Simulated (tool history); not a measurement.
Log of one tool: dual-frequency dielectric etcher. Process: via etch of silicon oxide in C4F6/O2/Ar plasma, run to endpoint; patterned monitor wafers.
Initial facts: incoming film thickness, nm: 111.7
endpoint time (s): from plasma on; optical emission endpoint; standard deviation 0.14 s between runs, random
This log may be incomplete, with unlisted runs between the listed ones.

run 1 hour=0.0 | bias_power_(kW)=0.616 source_power_(kW)=0.260 Ar_flow_(sccm)=218 | endpoint_time_(s)=27.542
run 2 hour=7.2 | bias_power_(kW)=0.638 source_power_(kW)=0.260 Ar_flow_(sccm)=218 | endpoint_time_(s)=27.044
run 3 hour=10.7 | bias_power_(kW)=0.654 source_power_(kW)=0.260 Ar_flow_(sccm)=218 | endpoint_time_(s)=26.080
run 4 hour=16.2 | bias_power_(kW)=0.658 source_power_(kW)=0.260 Ar_flow_(sccm)=218 | endpoint_time_(s)=26.212
run 5 hour=22.9 | bias_power_(kW)=0.746 source_power_(kW)=0.260 Ar_flow_(sccm)=218 | endpoint_time_(s)=24.498
run 6 hour=25.4 | bias_power_(kW)=0.736 source_power_(kW)=0.260 Ar_flow_(sccm)=218 | endpoint_time_(s)=24.661
run 7 hour=26.7 | bias_power_(kW)=0.728 source_power_(kW)=0.260 Ar_flow_(sccm)=218 | endpoint_time_(s)=25.001
run 8 hour=33.4 | bias_power_(kW)=0.723 source_power_(kW)=0.260 Ar_flow_(sccm)=218 | endpoint_time_(s)=25.052

Run 9 comes next. What will it give?
run 9 hour=37.9 | bias_power_(kW)=0.719 source_power_(kW)=0.260 Ar_flow_(sccm)=218 | endpoint_time_(s)=?

Run 9 measured endpoint time (s) 24.854.

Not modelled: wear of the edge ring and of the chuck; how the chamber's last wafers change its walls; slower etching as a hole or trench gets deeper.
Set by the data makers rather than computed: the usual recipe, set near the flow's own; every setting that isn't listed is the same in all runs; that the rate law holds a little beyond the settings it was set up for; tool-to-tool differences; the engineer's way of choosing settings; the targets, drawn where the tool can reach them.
